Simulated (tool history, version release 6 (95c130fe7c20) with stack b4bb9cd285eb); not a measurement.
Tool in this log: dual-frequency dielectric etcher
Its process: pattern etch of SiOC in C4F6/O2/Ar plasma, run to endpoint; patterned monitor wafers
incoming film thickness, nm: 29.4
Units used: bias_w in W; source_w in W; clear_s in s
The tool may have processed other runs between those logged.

| run | day | bias_w | source_w | clear_s |
|---|---|---|---|---|
| 1 | 0 | 588 | 470 | 8.9211 |
| 2 | 0.167 | 588 | 410 | 9.2765 |
| 3 | 0.338 | 536 | 380 | 9.879 |
| 4 | 0.4 | 619 | 380 | 9.4955 |
| 5 | 0.642 | 657 | 380 | 9.3067 |
| 6 | 0.817 | 593 | 360 | 9.8721 |
| 7 | 1.1 | 555 | 340 | 10.253 |

Run 8, settings as shown, results not yet in. Your forecast:
| 8 | 1.362 | 555 | 340 | ? |

{"run 8": {"clear_s": 10.054}}
